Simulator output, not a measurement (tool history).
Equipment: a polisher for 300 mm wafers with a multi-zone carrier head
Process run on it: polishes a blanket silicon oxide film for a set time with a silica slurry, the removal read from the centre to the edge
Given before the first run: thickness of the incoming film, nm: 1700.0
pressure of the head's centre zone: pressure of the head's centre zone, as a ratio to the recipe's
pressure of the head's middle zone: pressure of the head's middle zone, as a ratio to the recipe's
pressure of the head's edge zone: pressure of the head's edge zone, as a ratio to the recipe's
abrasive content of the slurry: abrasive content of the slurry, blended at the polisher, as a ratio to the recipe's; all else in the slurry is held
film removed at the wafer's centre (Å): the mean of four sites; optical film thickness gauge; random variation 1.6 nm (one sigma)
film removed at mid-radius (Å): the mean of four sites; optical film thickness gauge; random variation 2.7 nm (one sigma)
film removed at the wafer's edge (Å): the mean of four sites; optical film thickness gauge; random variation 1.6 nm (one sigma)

run	hour	flow of slurry (ml/min)	pressure of the head's centre zone	pressure of the head's middle zone	pressure of the head's edge zone	abrasive content of the slurry	polishing time (s)	film removed at the wafer's centre (Å)	film removed at mid-radius (Å)	film removed at the wafer's edge (Å)
1	0.0	200	1.00	1.00	1.00	1.00	72	2143.7	2190.8	2180.1
2	7.9	200	0.93	1.00	1.00	1.00	72	1964.0	2210.4	2180.9
3	14.5	200	0.88	1.00	1.00	1.00	72	1886.2	2178.8	2187.3
4	22.5	220	0.94	1.01	1.03	1.00	72	2047.9	2263.3	2236.4
5	25.3	220	0.94	1.01	1.07	1.00	72	2026.1	2258.4	2262.5
6	26.5	220	0.98	1.01	1.07	1.00	72	2141.2	2261.8	2268.6
7	27.8	235	1.00	1.02	1.09	1.00	72	2199.9	2248.5	2289.6
8	31.0	245	1.02	1.04	1.11	1.00	72	2264.9	2358.4	2314.8
9	32.5	255	1.04	1.04	1.13	1.00	72	2294.6	2343.4	2381.7
10	33.2	265	1.06	1.05	1.13	1.00	72	2353.9	2343.6	2360.4
11	38.2	270	1.08	1.06	1.14	1.00	72	2384.4	2389.4	2367.3
12	44.0	300	1.14	1.07	1.19	1.05	72	2664.3	2506.9	2527.6
13	47.4	295	1.14	1.07	1.19	1.05	72	2651.4	2528.0	2529.1

Run 14 is up next; what results do you expect?
14	52.6	295	1.14	1.07	1.19	1.05	72	?	?	?

{"run 14": {"film removed at the wafer's centre (Å)": 2659.6, "film removed at mid-radius (Å)": 2494.7, "film removed at the wafer's edge (Å)": 2554.1}}

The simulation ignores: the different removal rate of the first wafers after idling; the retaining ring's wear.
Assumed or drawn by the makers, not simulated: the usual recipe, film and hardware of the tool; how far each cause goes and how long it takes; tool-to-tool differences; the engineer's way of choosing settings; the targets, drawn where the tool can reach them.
